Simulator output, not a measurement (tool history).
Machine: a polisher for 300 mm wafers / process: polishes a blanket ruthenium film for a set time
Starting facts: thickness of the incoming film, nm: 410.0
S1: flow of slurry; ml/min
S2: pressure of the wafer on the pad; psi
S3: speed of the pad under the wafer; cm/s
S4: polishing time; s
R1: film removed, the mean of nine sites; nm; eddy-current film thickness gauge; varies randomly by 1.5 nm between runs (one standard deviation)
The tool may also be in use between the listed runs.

run 1 hour=0.0 | S1=140 S2=2.7 S3=112 S4=59 | R1=116.07
run 2 hour=6.4 | S1=140 S2=2.7 S3=112 S4=53 | R1=101.78
run 3 hour=13.7 | S1=140 S2=2.7 S3=112 S4=59 | R1=115.80
run 4 hour=18.9 | S1=145 S2=2.8 S3=112 S4=59 | R1=118.63
run 5 hour=22.4 | S1=145 S2=2.8 S3=122 S4=59 | R1=128.87
run 6 hour=27.6 | S1=145 S2=2.8 S3=122 S4=53 | R1=113.92
run 7 hour=32.5 | S1=145 S2=2.9 S3=122 S4=53 | R1=118.24
run 8 hour=39.7 | S1=145 S2=3.0 S3=122 S4=53 | R1=123.99

What does the tool deliver on the next run?
run 9 hour=46.6 | S1=145 S2=3.1 S3=122 S4=53 | R1=?

Run 9 gave R1 127.40 nm.

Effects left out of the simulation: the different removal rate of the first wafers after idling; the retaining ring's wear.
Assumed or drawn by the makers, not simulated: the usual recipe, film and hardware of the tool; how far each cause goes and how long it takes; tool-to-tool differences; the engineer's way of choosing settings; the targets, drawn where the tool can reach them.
